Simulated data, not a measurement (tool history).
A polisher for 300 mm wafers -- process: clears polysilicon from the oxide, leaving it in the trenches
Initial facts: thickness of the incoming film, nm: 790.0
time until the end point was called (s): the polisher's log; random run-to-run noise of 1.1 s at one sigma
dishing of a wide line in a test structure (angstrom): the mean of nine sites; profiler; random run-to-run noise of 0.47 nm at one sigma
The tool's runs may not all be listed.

run	day	flow of slurry (ml/min)	pressure of the wafer on the pad (kPa)	speed of the pad under the wafer (m/s)	overpolish time after the end point (s)	time until the end point was called (s)	dishing of a wide line in a test structure (angstrom)
1	0	290	16.5	1.12	18	54.187	324.55
2	0.329	290	16.5	1.12	14	54.188	316.92
3	0.504	290	15.2	1.12	13	56.074	324.72
4	0.667	290	15.2	1.02	11	63.811	320.48
# day 0.912: slurry nozzle cleaned
5	0.912	290	15.2	1.02	7	60.298	306.18
6	1.092	290	17.9	1.02	7	53.381	311.4

The next listed run, before its measurement:
7	1.238	290	16.5	1	7	?	?

{"run 7": {"time until the end point was called (s)": 56.094, "dishing of a wide line in a test structure (angstrom)": 305.93}}
